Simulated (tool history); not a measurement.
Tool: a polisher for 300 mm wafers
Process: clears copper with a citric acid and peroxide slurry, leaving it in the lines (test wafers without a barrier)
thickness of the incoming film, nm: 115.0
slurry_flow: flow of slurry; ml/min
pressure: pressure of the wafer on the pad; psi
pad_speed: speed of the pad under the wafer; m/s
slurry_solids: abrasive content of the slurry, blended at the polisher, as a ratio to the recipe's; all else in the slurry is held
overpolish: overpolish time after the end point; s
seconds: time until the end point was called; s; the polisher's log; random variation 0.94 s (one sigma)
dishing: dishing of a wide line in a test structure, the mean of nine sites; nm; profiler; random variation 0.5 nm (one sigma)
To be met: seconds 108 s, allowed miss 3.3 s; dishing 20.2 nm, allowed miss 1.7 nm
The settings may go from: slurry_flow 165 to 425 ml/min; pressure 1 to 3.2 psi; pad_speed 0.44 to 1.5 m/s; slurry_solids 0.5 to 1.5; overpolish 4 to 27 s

{"run": 1, "hour": 0.0, "slurry_flow": 275, "pressure": 2.1, "pad_speed": 0.96, "slurry_solids": 1, "overpolish": 14, "seconds": 97.288, "dishing": 14.909}
{"run": 2, "hour": 8.5, "slurry_flow": 275, "pressure": 2.1, "pad_speed": 0.96, "slurry_solids": 1, "overpolish": 10, "seconds": 98.372, "dishing": 11.753}
{"run": 3, "hour": 11.3, "slurry_flow": 275, "pressure": 2.1, "pad_speed": 0.96, "slurry_solids": 0.9, "overpolish": 10, "seconds": 98.639, "dishing": 10.776}
{"run": 4, "hour": 13.9, "slurry_flow": 320, "pressure": 2.1, "pad_speed": 0.96, "slurry_solids": 0.9, "overpolish": 10, "seconds": 98.002, "dishing": 11.087}
{"run": 5, "hour": 22.6, "slurry_flow": 320, "pressure": 2.1, "pad_speed": 0.96, "slurry_solids": 0.95, "overpolish": 11, "seconds": 98.432, "dishing": 11.894}
{"run": 6, "hour": 26.8, "slurry_flow": 320, "pressure": 2.1, "pad_speed": 0.96, "slurry_solids": 0.95, "overpolish": 12, "seconds": 96.179, "dishing": 13.134}
{"run": 7, "hour": 32.5, "slurry_flow": 320, "pressure": 2.1, "pad_speed": 0.96, "slurry_solids": 1, "overpolish": 13, "seconds": 95.172, "dishing": 13.751}
{"hour": 34.3, "done": "slurry nozzle cleaned"}
{"run": 8, "hour": 34.3, "slurry_flow": 320, "pressure": 2.1, "pad_speed": 0.96, "slurry_solids": 1, "overpolish": 14, "seconds": 91.15, "dishing": 16.011}
{"run": 9, "hour": 39.0, "slurry_flow": 310, "pressure": 2, "pad_speed": 0.96, "slurry_solids": 1, "overpolish": 15, "seconds": 94.756, "dishing": 16.506}
{"run": 10, "hour": 47.9, "slurry_flow": 310, "pressure": 2, "pad_speed": 0.96, "slurry_solids": 1, "overpolish": 15, "seconds": 94.934, "dishing": 16.336}
{"run": 11, "hour": 55.5, "slurry_flow": 310, "pressure": 1.9, "pad_speed": 0.96, "slurry_solids": 1, "overpolish": 16, "seconds": 97.896, "dishing": 17.582}
{"run": 12, "hour": 56.6, "slurry_flow": 300, "pressure": 1.6, "pad_speed": 0.96, "slurry_solids": 1, "overpolish": 19, "seconds": 111.57, "dishing": 18.311}

5 next moves are on the table. One of them brings every result within its allowed miss. Which?
{"run": "A", "hour": 57.7, "slurry_flow": 350, "pressure": 1.5, "pad_speed": 1, "slurry_solids": 1.1, "overpolish": 17, "seconds": "?", "dishing": "?"}
{"run": "B", "hour": 57.7, "slurry_flow": 280, "pressure": 1.8, "pad_speed": 0.92, "slurry_solids": 1, "overpolish": 17, "seconds": "?", "dishing": "?"}
{"run": "C", "hour": 57.7, "slurry_flow": 285, "pressure": 1.1, "pad_speed": 1.2, "slurry_solids": 1.3, "overpolish": 21, "seconds": "?", "dishing": "?"}
{"run": "D", "hour": 57.7, "slurry_flow": 280, "pressure": 1.4, "pad_speed": 0.98, "slurry_solids": 1.1, "overpolish": 20, "seconds": "?", "dishing": "?"}
{"run": "E", "hour": 57.7, "slurry_flow": 205, "pressure": 1.7, "pad_speed": 1, "slurry_solids": 0.9, "overpolish": 18, "seconds": "?", "dishing": "?"}

move=A seconds=106.64 dishing=16.88
move=B seconds=105.45 dishing=17.115
move=C seconds=108.12 dishing=20.007
move=D seconds=115.67 dishing=18.145
move=E seconds=108.6 dishing=17.529
A: further off than the last run
B: further off than the last run
C: meets every target
D: further off than the last run
E: further off than the last run
The right move is C.
